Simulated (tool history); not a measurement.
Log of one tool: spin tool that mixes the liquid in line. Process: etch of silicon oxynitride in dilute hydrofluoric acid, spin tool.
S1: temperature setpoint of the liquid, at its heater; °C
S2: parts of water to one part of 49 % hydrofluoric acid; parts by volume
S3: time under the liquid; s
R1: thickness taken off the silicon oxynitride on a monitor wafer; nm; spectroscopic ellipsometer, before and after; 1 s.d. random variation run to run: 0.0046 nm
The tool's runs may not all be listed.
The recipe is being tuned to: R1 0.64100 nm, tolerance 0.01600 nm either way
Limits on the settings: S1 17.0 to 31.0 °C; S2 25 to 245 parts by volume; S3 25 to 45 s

{"run": 1, "hour": 0.0, "S1": 23.0, "S2": 135, "S3": 45, "R1": 0.72604}
{"run": 2, "hour": 1.2, "S1": 19.5, "S2": 135, "S3": 45, "R1": 0.61005}
{"run": 3, "hour": 7.3, "S1": 19.5, "S2": 95, "S3": 45, "R1": 0.8739}
{"run": 4, "hour": 11.4, "S1": 19.0, "S2": 100, "S3": 45, "R1": 0.81219}
{"run": 5, "hour": 12.2, "S1": 18.5, "S2": 105, "S3": 45, "R1": 0.74769}
{"run": 6, "hour": 20.8, "S1": 18.0, "S2": 105, "S3": 45, "R1": 0.7426}
{"run": 7, "hour": 26.1, "S1": 17.5, "S2": 110, "S3": 45, "R1": 0.68262}
{"run": 8, "hour": 29.8, "S1": 17.0, "S2": 110, "S3": 45, "R1": 0.66391}
{"hour": 36.7, "done": "thermometer replaced"}
{"run": 9, "hour": 36.7, "S1": 17.0, "S2": 115, "S3": 45, "R1": 0.66846}

Exactly one of the 4 candidate moves below puts every result within its allowed miss. Which one?
{"run": "A", "hour": 43.6, "S1": 18.0, "S2": 130, "S3": 45, "R1": "?"}
{"run": "B", "hour": 43.6, "S1": 21.0, "S2": 90, "S3": 25, "R1": "?"}
{"run": "C", "hour": 43.6, "S1": 17.0, "S2": 120, "S3": 45, "R1": "?"}
{"run": "D", "hour": 43.6, "S1": 18.0, "S2": 115, "S3": 45, "R1": "?"}

move=A R1=0.60530
move=B R1=0.57850
move=C R1=0.62819
move=D R1=0.69104
A: carries the result that was furthest off beyond its target, to the other side
B: carries the result that was furthest off beyond its target, to the other side
C: all results land within tolerance of their targets
D: misses by more than the last run did
The right move is C.
